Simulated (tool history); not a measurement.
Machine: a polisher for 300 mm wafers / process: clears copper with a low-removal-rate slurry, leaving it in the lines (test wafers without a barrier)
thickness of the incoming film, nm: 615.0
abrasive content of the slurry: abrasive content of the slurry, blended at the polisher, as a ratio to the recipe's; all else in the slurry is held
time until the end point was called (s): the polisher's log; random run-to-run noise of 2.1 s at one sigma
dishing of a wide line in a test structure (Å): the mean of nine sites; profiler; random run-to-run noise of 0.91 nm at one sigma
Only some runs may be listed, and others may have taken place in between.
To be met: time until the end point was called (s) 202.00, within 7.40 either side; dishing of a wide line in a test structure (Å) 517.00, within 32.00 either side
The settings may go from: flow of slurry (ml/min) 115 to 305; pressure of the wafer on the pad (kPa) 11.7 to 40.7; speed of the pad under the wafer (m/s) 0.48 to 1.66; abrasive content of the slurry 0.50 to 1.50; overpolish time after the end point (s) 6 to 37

run,hour,flow of slurry (ml/min),pressure of the wafer on the pad (kPa),speed of the pad under the wafer (m/s),abrasive content of the slurry,overpolish time after the end point (s),time until the end point was called (s),dishing of a wide line in a test structure (Å)
1,0.0,195,26.2,1.06,1.00,19,150.87,516.19
2,4.5,195,26.2,0.92,1.00,19,167.94,474.48
3,5.4,195,25.5,0.92,1.00,20,174.10,479.30
4,13.7,195,24.8,0.92,1.00,21,179.27,487.99
5,15.8,220,24.8,0.92,1.00,21,177.41,485.78
6,16.7,220,29.0,0.92,1.00,21,156.81,551.74
7,20.8,220,28.3,0.92,1.00,21,158.03,548.47
8,23.8,220,27.6,0.92,1.00,21,160.81,533.07
9,30.9,220,26.9,0.92,1.00,21,167.14,514.87

Of the 4 settings listed for the next run, only one would bring every result within its allowed miss of target. Which one?
A,38.0,210,25.5,0.88,0.85,20,?,?
B,38.0,215,23.4,0.84,1.00,25,?,?
C,38.0,215,29.0,0.70,1.00,22,?,?
D,38.0,150,29.6,0.72,1.35,29,?,?

move,time until the end point was called (s),dishing of a wide line in a test structure (Å)
A,188.86,445.66
B,203.29,504.53
C,202.91,457.38
D,186.14,622.56
A: better than the last run, though not everything is in spec
B: every result lands within tolerance
C: brings the result that was furthest off to its target, and leaves another outside
D: better than the last run, though not everything is in spec
Answer: B
